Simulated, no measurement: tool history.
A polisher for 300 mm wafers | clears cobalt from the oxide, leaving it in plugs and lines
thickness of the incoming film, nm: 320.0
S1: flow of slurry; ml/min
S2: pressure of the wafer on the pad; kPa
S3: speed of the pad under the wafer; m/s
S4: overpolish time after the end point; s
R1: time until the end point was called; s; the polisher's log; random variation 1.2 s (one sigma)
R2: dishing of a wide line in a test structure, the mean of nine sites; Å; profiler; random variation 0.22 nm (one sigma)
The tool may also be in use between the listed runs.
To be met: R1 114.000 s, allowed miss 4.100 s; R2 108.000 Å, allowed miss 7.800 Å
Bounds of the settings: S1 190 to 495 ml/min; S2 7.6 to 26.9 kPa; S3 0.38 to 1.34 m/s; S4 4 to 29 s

run,day,S1,S2,S3,S4,R1,R2
1,0.000,320,17.2,0.86,15,60.554,361.850
2,0.329,320,21.4,0.86,15,48.385,390.710
3,0.592,320,21.4,0.86,12,49.612,356.750
4,0.708,320,21.4,0.78,12,53.417,349.610
5,0.962,320,21.4,0.78,16,54.080,404.510
6,1.271,285,17.9,0.78,13,64.153,314.260
7,1.383,260,15.2,0.76,11,78.364,269.100
8,1.754,240,13.1,0.76,9,90.260,213.750
9,2.000,225,11.7,0.78,8,100.290,181.300
10,2.100,190,7.6,0.98,4,125.200,81.692

Which of these 4 next moves meets every target?
A,2.200,195,7.6,1.08,5,?,?
B,2.200,270,7.6,0.80,6,?,?
C,2.200,190,7.6,1.08,4,?,?
D,2.200,190,7.6,1.06,4,?,?

move,R1,R2
A,111.720,113.530
B,142.910,107.420
C,112.220,92.703
D,114.290,91.193
A: meets every target
B: brings the result that was furthest off to its target, and leaves another outside
C: nearer than the last run, and not there yet
D: nearer than the last run, and not there yet
The right move is A.

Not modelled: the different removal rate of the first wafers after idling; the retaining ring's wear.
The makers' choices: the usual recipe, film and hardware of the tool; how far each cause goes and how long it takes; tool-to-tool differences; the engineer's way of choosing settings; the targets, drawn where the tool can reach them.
